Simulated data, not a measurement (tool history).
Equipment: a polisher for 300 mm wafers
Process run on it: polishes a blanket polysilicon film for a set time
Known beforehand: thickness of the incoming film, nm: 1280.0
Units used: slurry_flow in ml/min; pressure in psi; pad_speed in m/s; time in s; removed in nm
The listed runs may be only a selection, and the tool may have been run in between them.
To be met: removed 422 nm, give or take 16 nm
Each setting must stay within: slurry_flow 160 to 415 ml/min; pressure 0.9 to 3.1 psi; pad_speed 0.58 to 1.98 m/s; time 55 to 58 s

Run 1, hour 0: slurry_flow 265 ml/min, pressure 2 psi, pad_speed 1.28 m/s, time 55 s. Result: removed 490.23 nm.
Run 2, hour 8.1: slurry_flow 220 ml/min, pressure 2 psi, pad_speed 1.28 m/s, time 55 s. Result: removed 487.08 nm.
Run 3, hour 9.4: slurry_flow 160 ml/min, pressure 2 psi, pad_speed 1.28 m/s, time 55 s. Result: removed 469.12 nm.
Run 4, hour 11.1: slurry_flow 160 ml/min, pressure 2 psi, pad_speed 1.28 m/s, time 55 s. Result: removed 471.47 nm.
Run 5, hour 14: slurry_flow 160 ml/min, pressure 1.9 psi, pad_speed 1.28 m/s, time 55 s. Result: removed 456.41 nm.
Run 6, hour 17.2: slurry_flow 160 ml/min, pressure 1.9 psi, pad_speed 1.28 m/s, time 58 s. Result: removed 482.03 nm.
Run 7, hour 20.1: slurry_flow 160 ml/min, pressure 1.8 psi, pad_speed 1.28 m/s, time 58 s. Result: removed 453.85 nm.
Run 8, hour 28.5: slurry_flow 160 ml/min, pressure 1.7 psi, pad_speed 1.28 m/s, time 58 s. Result: removed 438.54 nm.

Next run, 4 choices. One meets every target within its allowed miss, the rest don't. Which?
Run A, hour 36.9: slurry_flow 295 ml/min, pressure 1.9 psi, pad_speed 1.18 m/s, time 58 s. Result: removed ?.
Run B, hour 36.9: slurry_flow 160 ml/min, pressure 1.6 psi, pad_speed 1.32 m/s, time 56 s. Result: removed ?.
Run C, hour 36.9: slurry_flow 185 ml/min, pressure 1.8 psi, pad_speed 1.26 m/s, time 58 s. Result: removed ?.
Run D, hour 36.9: slurry_flow 160 ml/min, pressure 1.7 psi, pad_speed 1.32 m/s, time 58 s. Result: removed ?.

move  removed
   A   466.38
   B   422.67
   C   459.75
   D   455.92
A: misses by more than the last run did
B: every result within its allowed miss
C: misses by more than the last run did
D: misses by more than the last run did
So the answer is move B, the one that meets all the targets.
